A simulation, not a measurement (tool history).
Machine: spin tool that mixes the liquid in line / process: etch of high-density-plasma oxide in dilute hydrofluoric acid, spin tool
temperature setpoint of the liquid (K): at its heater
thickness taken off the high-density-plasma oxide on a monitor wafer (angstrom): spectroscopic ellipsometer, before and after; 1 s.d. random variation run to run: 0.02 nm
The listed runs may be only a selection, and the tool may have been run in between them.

run  hour  temperature setpoint of the liquid (K)  parts of water to one part of 49 % hydrofluoric acid (parts by volume)  time under the liquid (s)  thickness taken off the high-density-plasma oxide on a monitor wafer (angstrom)
  1   0.0                                  299.15                                                                     140                        255                                                                          108.320
  2   7.7                                  298.15                                                                     145                        255                                                                          100.540
  3  11.5                                  298.15                                                                     145                        275                                                                          108.120
  4  12.1                                  297.65                                                                     150                        275                                                                          101.930
  5  19.3                                  299.65                                                                     150                        275                                                                          109.410
  6  23.8                                  297.15                                                                     150                        275                                                                           99.251
  7  25.7                                  296.65                                                                     155                        275                                                                           94.166

Forecast run 8:
  8  33.5                                  292.65                                                                     200                        275                                                                                ?

thickness taken off the high-density-plasma oxide on a monitor wafer (angstrom): 59.574
